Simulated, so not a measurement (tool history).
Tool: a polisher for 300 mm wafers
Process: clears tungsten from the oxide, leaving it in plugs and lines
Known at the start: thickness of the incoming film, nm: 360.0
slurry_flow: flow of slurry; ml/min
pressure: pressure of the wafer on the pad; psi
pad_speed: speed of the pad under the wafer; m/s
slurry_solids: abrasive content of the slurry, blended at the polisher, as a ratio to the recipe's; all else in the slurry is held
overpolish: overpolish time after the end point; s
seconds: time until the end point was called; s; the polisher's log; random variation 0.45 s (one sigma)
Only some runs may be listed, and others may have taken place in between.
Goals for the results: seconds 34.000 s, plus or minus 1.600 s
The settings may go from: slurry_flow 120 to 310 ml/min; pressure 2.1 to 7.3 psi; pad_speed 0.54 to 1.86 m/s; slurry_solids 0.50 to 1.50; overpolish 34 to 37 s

run 1 hour=0.0 | slurry_flow=200 pressure=4.7 pad_speed=1.18 slurry_solids=1.00 overpolish=34 | seconds=59.177
run 2 hour=4.9 | slurry_flow=200 pressure=4.7 pad_speed=1.06 slurry_solids=1.00 overpolish=34 | seconds=65.457
run 3 hour=6.3 | slurry_flow=200 pressure=3.8 pad_speed=1.06 slurry_solids=1.00 overpolish=34 | seconds=74.614
run 4 hour=15.2 | slurry_flow=200 pressure=3.8 pad_speed=1.06 slurry_solids=0.85 overpolish=34 | seconds=75.794
run 5 hour=18.5 | slurry_flow=245 pressure=3.8 pad_speed=1.06 slurry_solids=0.85 overpolish=34 | seconds=74.024
run 6 hour=21.7 | slurry_flow=205 pressure=3.8 pad_speed=1.06 slurry_solids=0.85 overpolish=34 | seconds=72.664
run 7 hour=28.2 | slurry_flow=205 pressure=4.3 pad_speed=1.12 slurry_solids=0.85 overpolish=34 | seconds=65.928
run 8 hour=35.0 | slurry_flow=205 pressure=4.7 pad_speed=1.16 slurry_solids=0.85 overpolish=34 | seconds=60.519
run 9 hour=37.5 | slurry_flow=205 pressure=5.1 pad_speed=1.20 slurry_solids=0.85 overpolish=34 | seconds=56.421
run 10 hour=41.5 | slurry_flow=205 pressure=5.1 pad_speed=1.20 slurry_solids=0.85 overpolish=34 | seconds=56.200
run 11 hour=44.7 | slurry_flow=205 pressure=5.4 pad_speed=1.24 slurry_solids=0.85 overpolish=34 | seconds=52.293
run 12 hour=50.2 | slurry_flow=205 pressure=5.7 pad_speed=1.28 slurry_solids=0.85 overpolish=34 | seconds=49.206
run 13 hour=57.3 | slurry_flow=205 pressure=5.9 pad_speed=1.32 slurry_solids=0.85 overpolish=34 | seconds=46.196
run 14 hour=58.1 | slurry_flow=205 pressure=6.1 pad_speed=1.34 slurry_solids=0.85 overpolish=34 | seconds=45.541
run 15 hour=61.5 | slurry_flow=205 pressure=6.3 pad_speed=1.38 slurry_solids=0.85 overpolish=34 | seconds=43.033
run 16 hour=67.1 | slurry_flow=205 pressure=6.4 pad_speed=1.40 slurry_solids=0.85 overpolish=34 | seconds=42.396
run 17 hour=69.2 | slurry_flow=205 pressure=6.5 pad_speed=1.42 slurry_solids=0.85 overpolish=34 | seconds=40.616
run 18 hour=73.7 | slurry_flow=205 pressure=6.6 pad_speed=1.44 slurry_solids=0.85 overpolish=34 | seconds=38.675
run 19 hour=77.4 | slurry_flow=205 pressure=6.7 pad_speed=1.44 slurry_solids=0.85 overpolish=34 | seconds=40.202
-- hour=80.9 slurry tank refilled with fresh slurry and peroxide
run 20 hour=80.9 | slurry_flow=205 pressure=6.8 pad_speed=1.46 slurry_solids=0.85 overpolish=34 | seconds=30.497
run 21 hour=88.0 | slurry_flow=205 pressure=6.7 pad_speed=1.46 slurry_solids=0.85 overpolish=34 | seconds=29.568
run 22 hour=94.6 | slurry_flow=205 pressure=6.5 pad_speed=1.46 slurry_solids=0.85 overpolish=34 | seconds=31.117

Which one of the following 4 next-run settings gets every result inside its allowed miss? There is exactly one.
run A hour=101.2 | slurry_flow=190 pressure=7.3 pad_speed=1.60 slurry_solids=0.50 overpolish=34 | seconds=?
run B hour=101.2 | slurry_flow=200 pressure=6.4 pad_speed=1.36 slurry_solids=0.90 overpolish=34 | seconds=?
run C hour=101.2 | slurry_flow=205 pressure=7.0 pad_speed=1.52 slurry_solids=0.75 overpolish=35 | seconds=?
run D hour=101.2 | slurry_flow=180 pressure=6.5 pad_speed=1.30 slurry_solids=0.55 overpolish=37 | seconds=?

move=A seconds=28.492
move=B seconds=32.986
move=C seconds=28.648
move=D seconds=37.546
A: the biggest miss grows against the last run
B: every result lands within tolerance
C: the biggest miss grows against the last run
D: moves the result that the last run missed by most past its target, out the other side
Correct choice: B, which meets every target

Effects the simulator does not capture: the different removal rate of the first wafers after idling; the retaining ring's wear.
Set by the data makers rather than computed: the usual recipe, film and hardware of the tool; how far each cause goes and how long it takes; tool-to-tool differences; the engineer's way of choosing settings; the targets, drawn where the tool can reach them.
